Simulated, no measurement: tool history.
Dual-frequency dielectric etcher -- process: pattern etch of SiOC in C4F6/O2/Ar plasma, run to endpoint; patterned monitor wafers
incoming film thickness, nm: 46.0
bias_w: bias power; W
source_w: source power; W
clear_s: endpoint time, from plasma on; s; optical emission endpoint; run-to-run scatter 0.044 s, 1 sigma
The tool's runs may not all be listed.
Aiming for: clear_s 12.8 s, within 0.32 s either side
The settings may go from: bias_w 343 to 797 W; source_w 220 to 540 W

run	hour	bias_w	source_w	clear_s
1	0	570	380	15.421
2	6.2	570	320	16.227
3	15	622	350	15.239
4	16.3	661	370	14.576
5	17.9	691	380	14.191
6	26.5	715	390	13.877
7	31.9	733	400	13.797
8	35.6	749	410	13.47
9	39.5	761	420	13.338
10	40.1	770	430	13.199

Below are 5 possible settings for the next run. Only one of them brings all results inside the allowed miss of their targets. Which is it?
A	40.7	663	430	?
B	40.7	797	540	?
C	40.7	779	540	?
D	40.7	797	430	?
E	40.7	797	530	?

move	clear_s
A	13.999
B	12.113
C	12.229
D	12.96
E	12.182
A: further off than the last run
B: takes the biggest miss from the last run beyond its target
C: takes the biggest miss from the last run beyond its target
D: meets every target
E: takes the biggest miss from the last run beyond its target
Go with D: it meets all targets.
